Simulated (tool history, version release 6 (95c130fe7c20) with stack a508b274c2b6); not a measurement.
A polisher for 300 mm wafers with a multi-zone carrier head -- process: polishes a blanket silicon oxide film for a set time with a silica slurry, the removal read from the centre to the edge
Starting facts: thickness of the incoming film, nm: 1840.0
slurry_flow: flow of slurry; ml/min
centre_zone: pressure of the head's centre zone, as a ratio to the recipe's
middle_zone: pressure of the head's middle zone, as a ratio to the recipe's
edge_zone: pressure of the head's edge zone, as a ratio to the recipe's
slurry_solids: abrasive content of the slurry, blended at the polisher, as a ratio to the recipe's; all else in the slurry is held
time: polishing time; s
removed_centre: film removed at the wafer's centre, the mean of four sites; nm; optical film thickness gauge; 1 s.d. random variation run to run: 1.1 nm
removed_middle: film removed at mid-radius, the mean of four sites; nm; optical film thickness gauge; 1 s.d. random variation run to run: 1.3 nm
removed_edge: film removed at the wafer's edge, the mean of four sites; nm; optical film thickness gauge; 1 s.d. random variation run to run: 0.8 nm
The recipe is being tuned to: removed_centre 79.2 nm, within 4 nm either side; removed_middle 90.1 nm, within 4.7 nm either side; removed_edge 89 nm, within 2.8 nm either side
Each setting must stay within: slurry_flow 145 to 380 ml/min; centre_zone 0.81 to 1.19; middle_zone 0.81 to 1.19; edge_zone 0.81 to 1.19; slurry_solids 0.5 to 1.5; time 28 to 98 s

run 1 hour=0 | slurry_flow=245 centre_zone=1 middle_zone=1 edge_zone=1 slurry_solids=1 time=63 | removed_centre=142.05 removed_middle=141.64 removed_edge=143.01
run 2 hour=7.2 | slurry_flow=245 centre_zone=1 middle_zone=1 edge_zone=1.03 slurry_solids=1 time=63 | removed_centre=139.69 removed_middle=142.37 removed_edge=143.27
run 3 hour=15.3 | slurry_flow=245 centre_zone=1 middle_zone=0.97 edge_zone=1.03 slurry_solids=1 time=63 | removed_centre=141.91 removed_middle=138.97 removed_edge=144.27
run 4 hour=18.6 | slurry_flow=240 centre_zone=0.96 middle_zone=0.98 edge_zone=1.01 slurry_solids=0.85 time=58 | removed_centre=113.96 removed_middle=114.06 removed_edge=116.93
run 5 hour=23.5 | slurry_flow=230 centre_zone=0.91 middle_zone=0.99 edge_zone=1 slurry_solids=0.75 time=58 | removed_centre=96.975 removed_middle=103.8 removed_edge=105.28
run 6 hour=31.2 | slurry_flow=230 centre_zone=0.91 middle_zone=0.99 edge_zone=1.06 slurry_solids=0.75 time=58 | removed_centre=96.994 removed_middle=104.07 removed_edge=112.15
run 7 hour=34.7 | slurry_flow=220 centre_zone=0.88 middle_zone=0.98 edge_zone=1.01 slurry_solids=0.7 time=58 | removed_centre=87.275 removed_middle=98.187 removed_edge=101.21
run 8 hour=39.5 | slurry_flow=210 centre_zone=0.87 middle_zone=0.96 edge_zone=0.98 slurry_solids=0.7 time=58 | removed_centre=85.121 removed_middle=93.14 removed_edge=100.5
run 9 hour=45.9 | slurry_flow=205 centre_zone=0.86 middle_zone=0.97 edge_zone=0.94 slurry_solids=0.7 time=58 | removed_centre=83.358 removed_middle=97.004 removed_edge=96.697
run 10 hour=51.7 | slurry_flow=205 centre_zone=0.86 middle_zone=0.96 edge_zone=0.92 slurry_solids=0.7 time=58 | removed_centre=85.337 removed_middle=97.874 removed_edge=97.946
run 11 hour=57.3 | slurry_flow=200 centre_zone=0.87 middle_zone=0.97 edge_zone=0.9 slurry_solids=0.5 time=57 | removed_centre=58.024 removed_middle=68.518 removed_edge=67.414
run 12 hour=64.6 | slurry_flow=235 centre_zone=0.88 middle_zone=0.99 edge_zone=0.95 slurry_solids=0.55 time=57 | removed_centre=68.903 removed_middle=77.458 removed_edge=77.448
run 13 hour=66.5 | slurry_flow=255 centre_zone=0.87 middle_zone=1.01 edge_zone=0.97 slurry_solids=0.55 time=57 | removed_centre=68.01 removed_middle=79.47 removed_edge=78.921
run 14 hour=68.3 | slurry_flow=255 centre_zone=0.89 middle_zone=1.03 edge_zone=1 slurry_solids=0.55 time=57 | removed_centre=68.711 removed_middle=81.673 removed_edge=79.25
run 15 hour=72.1 | slurry_flow=275 centre_zone=0.95 middle_zone=1.02 edge_zone=1.08 slurry_solids=0.75 time=58 | removed_centre=100.71 removed_middle=106.95 removed_edge=110.66
run 16 hour=78 | slurry_flow=275 centre_zone=0.93 middle_zone=1.01 edge_zone=1.04 slurry_solids=0.7 time=58 | removed_centre=96.353 removed_middle=101.12 removed_edge=105.09
run 17 hour=85.4 | slurry_flow=245 centre_zone=0.93 middle_zone=1.01 edge_zone=1.03 slurry_solids=0.7 time=58 | removed_centre=92.432 removed_middle=101.82 removed_edge=104.22
run 18 hour=90 | slurry_flow=265 centre_zone=0.9 middle_zone=1.01 edge_zone=1.02 slurry_solids=0.7 time=58 | removed_centre=90.047 removed_middle=101.15 removed_edge=104.35
run 19 hour=96.5 | slurry_flow=250 centre_zone=0.9 middle_zone=1.01 edge_zone=1 slurry_solids=0.7 time=58 | removed_centre=92.427 removed_middle=99.314 removed_edge=103.29
run 20 hour=102.5 | slurry_flow=225 centre_zone=0.92 middle_zone=0.99 edge_zone=1.01 slurry_solids=0.7 time=58 | removed_centre=90.634 removed_middle=101.46 removed_edge=102.1

Exactly one of the 5 candidate moves below puts every result within its allowed miss. Which one?
run A hour=108.5 | slurry_flow=205 centre_zone=0.91 middle_zone=1.03 edge_zone=1 slurry_solids=0.65 time=55 | removed_centre=? removed_middle=? removed_edge=?
run B hour=108.5 | slurry_flow=275 centre_zone=0.96 middle_zone=0.93 edge_zone=0.99 slurry_solids=0.8 time=48 | removed_centre=? removed_middle=? removed_edge=?
run C hour=108.5 | slurry_flow=205 centre_zone=0.81 middle_zone=0.86 edge_zone=1.19 slurry_solids=0.6 time=66 | removed_centre=? removed_middle=? removed_edge=?
run D hour=108.5 | slurry_flow=200 centre_zone=0.98 middle_zone=1.16 edge_zone=0.93 slurry_solids=0.55 time=74 | removed_centre=? removed_middle=? removed_edge=?
run E hour=108.5 | slurry_flow=285 centre_zone=0.96 middle_zone=1.03 edge_zone=0.93 slurry_solids=0.85 time=57 | removed_centre=? removed_middle=? removed_edge=?

move=A removed_centre=78.418 removed_middle=88.808 removed_edge=88.819
move=B removed_centre=88.468 removed_middle=86.86 removed_edge=93.731
move=C removed_centre=77.441 removed_middle=84.954 removed_edge=106.17
move=D removed_centre=95.934 removed_middle=111.52 removed_edge=97.976
move=E removed_centre=110.14 removed_middle=117.72 removed_edge=113.63
A: every result lands within tolerance
B: closes in on the targets versus the last run, not all within tolerance yet
C: misses by more than the last run did
D: roughly where the last run was
E: misses by more than the last run did
Move A is the one to make.

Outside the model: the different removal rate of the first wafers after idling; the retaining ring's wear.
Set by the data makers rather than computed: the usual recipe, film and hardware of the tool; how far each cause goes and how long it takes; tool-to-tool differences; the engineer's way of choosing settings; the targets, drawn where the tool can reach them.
